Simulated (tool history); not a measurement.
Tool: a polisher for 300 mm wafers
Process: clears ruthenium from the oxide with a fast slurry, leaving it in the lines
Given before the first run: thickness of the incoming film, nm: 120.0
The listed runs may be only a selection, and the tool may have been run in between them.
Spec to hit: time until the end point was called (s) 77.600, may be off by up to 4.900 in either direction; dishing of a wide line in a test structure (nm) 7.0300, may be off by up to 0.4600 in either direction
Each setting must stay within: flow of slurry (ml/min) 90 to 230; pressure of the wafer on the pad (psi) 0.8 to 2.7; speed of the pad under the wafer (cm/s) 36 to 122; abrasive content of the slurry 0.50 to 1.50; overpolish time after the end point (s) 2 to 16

| run | day | flow of slurry (ml/min) | pressure of the wafer on the pad (psi) | speed of the pad under the wafer (cm/s) | abrasive content of the slurry | overpolish time after the end point (s) | time until the end point was called (s) | dishing of a wide line in a test structure (nm) |
|---|---|---|---|---|---|---|---|---|
| 1 | 0.000 | 150 | 1.7 | 78 | 1.00 | 8 | 54.903 | 12.4760 |
| 2 | 0.262 | 150 | 1.6 | 78 | 1.00 | 8 | 56.921 | 11.8870 |
| 3 | 0.629 | 150 | 1.5 | 78 | 1.00 | 8 | 61.825 | 11.5010 |
| 4 | 0.754 | 150 | 1.5 | 78 | 0.85 | 8 | 66.876 | 10.5650 |
| 5 | 0.950 | 170 | 1.5 | 78 | 0.85 | 8 | 64.748 | 10.6790 |
| 6 | 1.117 | 170 | 1.5 | 78 | 0.95 | 8 | 59.904 | 11.1520 |
| 7 | 1.179 | 170 | 1.4 | 78 | 0.95 | 8 | 67.595 | 10.6490 |
| 8 | 1.233 | 170 | 1.4 | 76 | 0.90 | 6 | 69.529 | 7.7137 |

Next run, 4 choices. One meets every target within its allowed miss, the rest don't. Which?
| A | 1.288 | 195 | 1.2 | 78 | 1.50 | 5 | ? | ? |
| B | 1.288 | 190 | 1.5 | 68 | 0.95 | 5 | ? | ? |
| C | 1.288 | 180 | 1.4 | 68 | 1.40 | 6 | ? | ? |
| D | 1.288 | 170 | 1.4 | 76 | 0.70 | 6 | ? | ? |

| move | time until the end point was called (s) | dishing of a wide line in a test structure (nm) |
|---|---|---|
| A | 60.139 | 7.5765 |
| B | 69.390 | 6.6207 |
| C | 62.683 | 8.6419 |
| D | 79.180 | 6.9433 |
A: lands further from the targets than the last run did
B: no nearer and no further than the last run
C: lands further from the targets than the last run did
D: each result inside its tolerance
Go with D: it meets all targets.

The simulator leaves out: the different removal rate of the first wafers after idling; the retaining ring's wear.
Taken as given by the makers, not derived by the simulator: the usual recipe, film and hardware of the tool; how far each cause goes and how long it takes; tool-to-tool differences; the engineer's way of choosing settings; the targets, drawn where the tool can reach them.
